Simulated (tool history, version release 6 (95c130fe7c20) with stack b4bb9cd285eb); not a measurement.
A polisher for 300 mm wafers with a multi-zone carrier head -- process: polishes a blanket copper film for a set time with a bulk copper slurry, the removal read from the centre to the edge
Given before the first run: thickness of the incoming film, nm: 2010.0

| run | day | flow of slurry (ml/min) | pressure of the head's centre zone | pressure of the head's middle zone | pressure of the head's edge zone | abrasive content of the slurry | polishing time (s) | film removed at the wafer's centre (Å) | film removed at mid-radius (Å) | film removed at the wafer's edge (Å) |
|---|---|---|---|---|---|---|---|---|---|---|
| 1 | 0.000 | 215 | 1.00 | 1.00 | 1.00 | 1.00 | 50 | 3508.8 | 3583.2 | 3660.2 |
| 2 | 0.167 | 225 | 1.03 | 1.02 | 1.01 | 1.05 | 50 | 3715.9 | 3735.7 | 3641.8 |
| 3 | 0.504 | 225 | 1.09 | 1.02 | 1.01 | 1.05 | 50 | 3833.0 | 3718.0 | 3660.8 |
| 4 | 0.533 | 225 | 1.14 | 1.02 | 1.01 | 1.05 | 50 | 4109.5 | 3687.5 | 3635.2 |
| 5 | 0.696 | 230 | 1.15 | 1.03 | 1.03 | 1.10 | 50 | 4233.5 | 3810.6 | 3809.6 |
| 6 | 0.796 | 240 | 1.16 | 1.04 | 1.04 | 1.15 | 50 | 4360.7 | 3874.6 | 3830.0 |
| 7 | 1.012 | 245 | 1.16 | 1.06 | 1.06 | 1.20 | 50 | 4363.9 | 3935.9 | 3936.2 |
| 8 | 1.358 | 250 | 1.17 | 1.07 | 1.06 | 1.25 | 50 | 4549.8 | 4105.0 | 3931.5 |

The next listed run, before its measurement:
| 9 | 1.496 | 255 | 1.17 | 1.08 | 1.07 | 1.25 | 50 | ? | ? | ? |

film removed at the wafer's centre (Å): 4540.3
film removed at mid-radius (Å): 4095.6
film removed at the wafer's edge (Å): 4012.6
